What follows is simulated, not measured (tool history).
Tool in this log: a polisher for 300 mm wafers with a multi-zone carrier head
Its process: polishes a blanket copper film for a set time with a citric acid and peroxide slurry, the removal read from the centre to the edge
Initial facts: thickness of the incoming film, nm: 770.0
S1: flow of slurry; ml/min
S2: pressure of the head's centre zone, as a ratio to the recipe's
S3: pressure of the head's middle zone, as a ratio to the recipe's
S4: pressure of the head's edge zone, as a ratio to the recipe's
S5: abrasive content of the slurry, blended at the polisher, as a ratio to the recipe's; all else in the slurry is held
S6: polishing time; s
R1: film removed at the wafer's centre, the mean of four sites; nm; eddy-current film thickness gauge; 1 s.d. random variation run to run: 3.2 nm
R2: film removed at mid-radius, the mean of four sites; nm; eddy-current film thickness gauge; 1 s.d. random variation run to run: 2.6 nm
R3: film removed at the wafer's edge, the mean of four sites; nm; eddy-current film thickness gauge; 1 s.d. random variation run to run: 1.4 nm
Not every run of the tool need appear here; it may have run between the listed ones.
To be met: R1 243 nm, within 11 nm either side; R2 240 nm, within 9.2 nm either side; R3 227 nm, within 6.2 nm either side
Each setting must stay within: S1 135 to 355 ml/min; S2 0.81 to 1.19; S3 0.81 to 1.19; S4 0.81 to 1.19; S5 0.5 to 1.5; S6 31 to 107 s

run    day   S1    S2    S3    S4    S5  S6      R1      R2      R3
  1      0  225     1     1     1     1  69  157.32  162.28  165.69
  2  0.317  225     1     1     1   1.1  69  160.87  166.12  168.78
  3  0.404  225     1  1.05     1   1.1  69  166.48  169.49  169.37
  4  0.438  235     1  1.08  1.01   1.2  71  171.15  181.14  180.61
  5  0.738  240  1.02   1.1     1  1.25  73  180.83  194.81  186.13
  6    0.9  280  1.02   1.1     1  1.25  73  187.73  193.01  187.23
  7  1.004  280  1.04  1.11     1   1.3  75  195.86  203.27  195.68
  8    1.1  285  1.06  1.12     1  1.35  76  206.35   208.1  201.14
  9  1.188  285  1.06  1.12     1  1.35  76  202.58  210.75  198.11
 10   1.25  290  1.08  1.12  1.01   1.4  77  212.47  216.11  205.93
 11  1.571  295  1.09  1.13  1.02   1.4  78  220.54  219.31  210.28
 12  1.804  295   1.1  1.14  1.02   1.4  79   226.8  226.34  213.46

4 candidate next runs follow, results not yet known. Just one meets every target within its allowed miss. Identify it.
  A  2.038  295  1.19  1.19  0.96   1.4  83   ?   ?   ?
  B  2.038  285   1.1   1.1  0.96  1.35  87   ?   ?   ?
  C  2.038  260  0.98  0.94  1.13   1.3  85   ?   ?   ?
  D  2.038  245  1.02  1.19  0.98  1.25  79   ?   ?   ?

move      R1      R2      R3
   A  255.47  242.47  218.77
   B  245.16     240  226.74
   C  210.31  211.29  236.32
   D  199.66  219.92  201.16
A: closes in on the targets versus the last run, not all within tolerance yet
B: in spec on every target
C: moves the result that the last run missed by most past its target, out the other side
D: misses by more than the last run did
The right move is B.
